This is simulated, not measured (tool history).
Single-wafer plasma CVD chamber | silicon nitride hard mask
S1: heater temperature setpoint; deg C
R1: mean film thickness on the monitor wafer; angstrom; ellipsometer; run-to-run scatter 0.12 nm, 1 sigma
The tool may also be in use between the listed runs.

{"run": 1, "day": 0.0, "S1": 415, "chamber pressure (Torr)": 1.42, "RF power (kW)": 0.38, "deposition time (s)": 35, "R1": 472.64}
{"run": 2, "day": 0.121, "S1": 415, "chamber pressure (Torr)": 1.3, "RF power (kW)": 0.375, "deposition time (s)": 35, "R1": 454.91}
{"run": 3, "day": 0.175, "S1": 420, "chamber pressure (Torr)": 1.3, "RF power (kW)": 0.375, "deposition time (s)": 35, "R1": 455.67}
{"run": 4, "day": 0.512, "S1": 411, "chamber pressure (Torr)": 1.3, "RF power (kW)": 0.375, "deposition time (s)": 35, "R1": 454.41}
{"run": 5, "day": 0.596, "S1": 411, "chamber pressure (Torr)": 1.3, "RF power (kW)": 0.375, "deposition time (s)": 35, "R1": 455.09}
{"run": 6, "day": 0.842, "S1": 411, "chamber pressure (Torr)": 1.3, "RF power (kW)": 0.41, "deposition time (s)": 35, "R1": 483.42}
{"run": 7, "day": 1.175, "S1": 411, "chamber pressure (Torr)": 1.2, "RF power (kW)": 0.4, "deposition time (s)": 35, "R1": 464.26}
{"run": 8, "day": 1.321, "S1": 411, "chamber pressure (Torr)": 1.2, "RF power (kW)": 0.4, "deposition time (s)": 35, "R1": 461.92}
{"run": 9, "day": 1.35, "S1": 411, "chamber pressure (Torr)": 1.12, "RF power (kW)": 0.395, "deposition time (s)": 35, "R1": 448.94}
{"run": 10, "day": 1.488, "S1": 411, "chamber pressure (Torr)": 1.06, "RF power (kW)": 0.395, "deposition time (s)": 35, "R1": 441.05}
{"run": 11, "day": 1.804, "S1": 411, "chamber pressure (Torr)": 1.01, "RF power (kW)": 0.395, "deposition time (s)": 35, "R1": 438.14}
{"run": 12, "day": 2.096, "S1": 411, "chamber pressure (Torr)": 0.85, "RF power (kW)": 0.38, "deposition time (s)": 34.9, "R1": 396.44}
{"run": 13, "day": 2.15, "S1": 411, "chamber pressure (Torr)": 0.89, "RF power (kW)": 0.38, "deposition time (s)": 34.9, "R1": 401.32}

The next listed run, before its measurement:
{"run": 14, "day": 2.192, "S1": 411, "chamber pressure (Torr)": 0.92, "RF power (kW)": 0.38, "deposition time (s)": 34.9, "R1": "?"}

{"run 14": {"R1": 409.27}}
